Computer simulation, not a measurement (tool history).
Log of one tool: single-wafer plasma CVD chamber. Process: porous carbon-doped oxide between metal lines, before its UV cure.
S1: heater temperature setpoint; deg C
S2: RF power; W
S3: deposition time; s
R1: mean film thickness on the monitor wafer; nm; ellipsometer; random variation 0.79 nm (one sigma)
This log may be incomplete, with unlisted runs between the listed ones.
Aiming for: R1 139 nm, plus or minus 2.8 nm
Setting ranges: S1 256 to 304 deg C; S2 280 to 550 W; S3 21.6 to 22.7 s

run,hour,S1,S2,S3,R1
1,0,280,415,22.7,115.97
2,5.2,274,415,22.7,119.03
3,7.5,269,415,22.7,122.99
4,12.9,269,445,22.7,129.87
5,18,268,445,22.7,129.29
6,26.1,275,445,22.7,123.74
7,30.5,273,445,22.7,127.1
8,39.1,271,445,22.7,128.49
9,46.5,270,445,22.7,128.57
10,51.9,269,445,22.7,129.08
11,58,268,445,22.7,129.19
12,61.4,267,445,22.7,131.72
# hour 65.8: RF generator calibrated
13,65.8,259,450,22.7,144.26
14,68.3,261,450,22.7,142.27

Of the 5 settings listed for the next run, only one would bring every result within its allowed miss of target. Which one?
A,70.8,257,465,22.7,?
B,70.8,257,440,22,?
C,70.8,256,450,22.2,?
D,70.8,259,475,22.5,?
E,70.8,266,535,21.6,?

move,R1
A,149.92
B,139.86
C,144.32
D,148.89
E,148.2
A: its largest miss is bigger than the last run's
B: all results land within tolerance of their targets
C: its largest miss is bigger than the last run's
D: its largest miss is bigger than the last run's
E: its largest miss is bigger than the last run's
The move that meets every target is B.

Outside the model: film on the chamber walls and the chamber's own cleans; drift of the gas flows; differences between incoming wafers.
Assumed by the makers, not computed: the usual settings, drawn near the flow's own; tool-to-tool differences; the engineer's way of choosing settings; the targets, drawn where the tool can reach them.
